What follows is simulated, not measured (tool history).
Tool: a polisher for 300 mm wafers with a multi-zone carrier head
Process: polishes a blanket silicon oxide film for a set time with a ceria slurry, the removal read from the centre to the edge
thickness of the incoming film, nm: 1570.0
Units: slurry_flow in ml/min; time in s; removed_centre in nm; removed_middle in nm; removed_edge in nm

{"run": 1, "day": 0.0, "slurry_flow": 270, "centre_zone": 1.0, "middle_zone": 1.0, "edge_zone": 1.0, "time": 39, "removed_centre": 144.49, "removed_middle": 144.54, "removed_edge": 146.43}
{"run": 2, "day": 0.046, "slurry_flow": 270, "centre_zone": 1.0, "middle_zone": 1.0, "edge_zone": 1.0, "time": 44, "removed_centre": 165.91, "removed_middle": 163.73, "removed_edge": 169.4}
{"run": 3, "day": 0.275, "slurry_flow": 335, "centre_zone": 1.0, "middle_zone": 1.0, "edge_zone": 1.0, "time": 44, "removed_centre": 168.25, "removed_middle": 164.83, "removed_edge": 169.41}
{"run": 4, "day": 0.592, "slurry_flow": 340, "centre_zone": 1.01, "middle_zone": 0.97, "edge_zone": 0.98, "time": 43, "removed_centre": 164.47, "removed_middle": 160.29, "removed_edge": 163.57}
{"run": 5, "day": 0.738, "slurry_flow": 340, "centre_zone": 1.01, "middle_zone": 0.97, "edge_zone": 0.98, "time": 50, "removed_centre": 190.56, "removed_middle": 180.82, "removed_edge": 192.5}
{"run": 6, "day": 0.983, "slurry_flow": 340, "centre_zone": 1.01, "middle_zone": 0.97, "edge_zone": 0.98, "time": 58, "removed_centre": 226.8, "removed_middle": 214.23, "removed_edge": 218.27}
{"run": 7, "day": 1.271, "slurry_flow": 265, "centre_zone": 1.08, "middle_zone": 0.87, "edge_zone": 0.88, "time": 47, "removed_centre": 188.31, "removed_middle": 155.67, "removed_edge": 164.46}

Run 8 comes next. What will it give?
{"run": 8, "day": 1.392, "slurry_flow": 265, "centre_zone": 1.08, "middle_zone": 0.86, "edge_zone": 0.89, "time": 46, "removed_centre": "?", "removed_middle": "?", "removed_edge": "?"}

Run 8 gave removed_centre 184.23 nm, removed_middle 150.58 nm, removed_edge 162.22 nm.
